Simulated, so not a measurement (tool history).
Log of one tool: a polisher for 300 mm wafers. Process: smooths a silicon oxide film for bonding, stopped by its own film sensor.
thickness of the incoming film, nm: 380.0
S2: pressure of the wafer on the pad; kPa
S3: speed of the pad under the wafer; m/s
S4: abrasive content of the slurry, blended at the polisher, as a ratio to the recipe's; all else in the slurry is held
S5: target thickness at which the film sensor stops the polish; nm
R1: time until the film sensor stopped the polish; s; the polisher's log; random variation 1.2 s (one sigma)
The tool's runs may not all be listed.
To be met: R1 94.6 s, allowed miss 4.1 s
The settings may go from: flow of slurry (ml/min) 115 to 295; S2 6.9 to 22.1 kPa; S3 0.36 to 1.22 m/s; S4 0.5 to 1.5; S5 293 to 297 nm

Run 1, day 0: flow of slurry (ml/min) 190, S2 14.5 kPa, S3 0.78 m/s, S4 1, S5 297 nm. Result: R1 165.84 s.
Run 2, day 0.154: flow of slurry (ml/min) 190, S2 14.5 kPa, S3 0.78 m/s, S4 1, S5 297 nm. Result: R1 170.62 s.
Run 3, day 0.462: flow of slurry (ml/min) 190, S2 15.9 kPa, S3 0.78 m/s, S4 1, S5 297 nm. Result: R1 155.28 s.
Run 4, day 0.8: flow of slurry (ml/min) 165, S2 15.9 kPa, S3 0.78 m/s, S4 1, S5 297 nm. Result: R1 161.33 s.
Run 5, day 0.992: flow of slurry (ml/min) 165, S2 13.1 kPa, S3 0.78 m/s, S4 1, S5 297 nm. Result: R1 191.66 s.
Run 6, day 1.35: flow of slurry (ml/min) 165, S2 15.2 kPa, S3 0.78 m/s, S4 1, S5 297 nm. Result: R1 164.42 s.
Run 7, day 1.712: flow of slurry (ml/min) 165, S2 16.5 kPa, S3 0.8 m/s, S4 1, S5 297 nm. Result: R1 151 s.
At day 1.979: worn pad replaced by a new one.
Run 8, day 1.979: flow of slurry (ml/min) 170, S2 20.7 kPa, S3 0.98 m/s, S4 1.05, S5 297 nm. Result: R1 101.89 s.

Which of these 4 next moves meets every target?
Run A, day 2.246: flow of slurry (ml/min) 175, S2 20.7 kPa, S3 0.92 m/s, S4 1.1, S5 295 nm. Result: R1 ?.
Run B, day 2.246: flow of slurry (ml/min) 165, S2 20.7 kPa, S3 0.9 m/s, S4 1.1, S5 296 nm. Result: R1 ?.
Run C, day 2.246: flow of slurry (ml/min) 205, S2 20 kPa, S3 1.02 m/s, S4 1.3, S5 295 nm. Result: R1 ?.
Run D, day 2.246: flow of slurry (ml/min) 165, S2 22.1 kPa, S3 0.92 m/s, S4 0.95, S5 294 nm. Result: R1 ?.

move      R1
   A  104.34
   B  105.34
   C  93.298
   D  106.75
A: further off than the last run
B: further off than the last run
C: meets every target
D: further off than the last run
The right move is C.

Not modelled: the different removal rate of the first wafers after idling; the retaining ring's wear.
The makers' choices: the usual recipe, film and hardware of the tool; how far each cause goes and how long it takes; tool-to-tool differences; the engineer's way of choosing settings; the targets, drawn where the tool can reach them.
